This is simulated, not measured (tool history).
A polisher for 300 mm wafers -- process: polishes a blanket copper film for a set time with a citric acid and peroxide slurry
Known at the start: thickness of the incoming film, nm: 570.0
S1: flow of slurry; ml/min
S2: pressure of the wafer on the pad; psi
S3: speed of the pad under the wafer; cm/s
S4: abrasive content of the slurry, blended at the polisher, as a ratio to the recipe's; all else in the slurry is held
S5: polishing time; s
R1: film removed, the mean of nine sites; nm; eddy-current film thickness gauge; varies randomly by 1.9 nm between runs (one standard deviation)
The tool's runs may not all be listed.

run	hour	S1	S2	S3	S4	S5	R1
1	0	315	3.8	112	1	41	112.82
2	3.1	315	3.2	112	1	41	96.167
3	9.4	315	4.1	114	1	41	123.89
4	14.6	315	4.1	114	1.1	41	126.41
5	18.3	315	4.7	116	1.1	41	143.63
6	25.3	315	5.1	120	1.1	41	161.55

For run 7, what comes out?
7	30.8	315	5.4	124	1.1	41	?

R1: 177.98 nm

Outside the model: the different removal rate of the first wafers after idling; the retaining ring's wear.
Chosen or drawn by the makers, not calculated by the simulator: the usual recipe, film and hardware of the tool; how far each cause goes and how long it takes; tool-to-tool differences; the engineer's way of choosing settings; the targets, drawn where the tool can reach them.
